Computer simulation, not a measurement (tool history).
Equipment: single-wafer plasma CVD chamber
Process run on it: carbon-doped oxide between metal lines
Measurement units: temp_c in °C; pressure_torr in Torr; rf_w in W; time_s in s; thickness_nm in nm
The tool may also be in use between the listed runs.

run,hour,temp_c,pressure_torr,rf_w,time_s,thickness_nm
1,0.0,365,5.01,490,21.6,97.992
2,2.9,367,4.87,490,21.6,97.484
3,9.9,360,4.87,490,21.6,99.879
4,14.1,360,5.77,490,21.6,101.180
5,17.2,360,6.36,490,21.6,101.620
6,22.5,362,6.27,485,21.6,100.300
7,25.0,374,5.27,455,21.6,93.328
# hour 30.3: RF generator calibrated
8,30.3,375,5.22,455,21.6,94.937
9,32.6,375,5.16,450,21.6,94.640

What does the tool deliver on the next run?
10,34.3,375,5.12,445,21.6,?

Run 10 produced thickness_nm 93.619 nm.
